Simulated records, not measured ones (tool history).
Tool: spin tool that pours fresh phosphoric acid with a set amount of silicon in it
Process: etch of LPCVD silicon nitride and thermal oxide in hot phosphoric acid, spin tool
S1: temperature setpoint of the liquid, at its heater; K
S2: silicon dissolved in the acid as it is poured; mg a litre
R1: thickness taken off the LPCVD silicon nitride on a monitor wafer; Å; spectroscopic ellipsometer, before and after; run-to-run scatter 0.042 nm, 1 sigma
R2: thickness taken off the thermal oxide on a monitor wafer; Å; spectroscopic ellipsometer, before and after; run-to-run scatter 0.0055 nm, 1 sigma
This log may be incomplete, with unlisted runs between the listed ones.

{"run": 1, "hour": 0.0, "S1": 432.15, "S2": 26.5, "time under the liquid (s)": 180, "R1": 181.2, "R2": 2.3375}
{"run": 2, "hour": 3.2, "S1": 431.15, "S2": 30.5, "time under the liquid (s)": 130, "R1": 125.62, "R2": 1.221}
{"run": 3, "hour": 12.1, "S1": 430.65, "S2": 32, "time under the liquid (s)": 95, "R1": 92.108, "R2": 1.0173}
{"run": 4, "hour": 14.8, "S1": 430.65, "S2": 32, "time under the liquid (s)": 150, "R1": 143.36, "R2": 1.0322}
{"run": 5, "hour": 23.4, "S1": 431.65, "S2": 32, "time under the liquid (s)": 150, "R1": 147.99, "R2": 1.8264}
{"run": 6, "hour": 32.3, "S1": 431.15, "S2": 32, "time under the liquid (s)": 115, "R1": 111.9, "R2": 0.94135}
{"run": 7, "hour": 38.4, "S1": 429.65, "S2": 15, "time under the liquid (s)": 25, "R1": 23.134, "R2": 0.37228}
{"run": 8, "hour": 40.4, "S1": 432.15, "S2": 27.5, "time under the liquid (s)": 15, "R1": 14.987, "R2": 0.20391}
{"run": 9, "hour": 41.6, "S1": 431.65, "S2": 33, "time under the liquid (s)": 25, "R1": 24.976, "R2": 0.2152}
{"run": 10, "hour": 49.4, "S1": 431.15, "S2": 36, "time under the liquid (s)": 30, "R1": 29.151, "R2": 0.17114}
{"run": 11, "hour": 50.9, "S1": 433.65, "S2": 39.5, "time under the liquid (s)": 120, "R1": 127.24, "R2": 1.043}

Run 12 is up next; what results do you expect?
{"run": 12, "hour": 57.5, "S1": 432.65, "S2": 33, "time under the liquid (s)": 115, "R1": "?", "R2": "?"}

R1: 119.44 Å
R2: 0.98226 Å
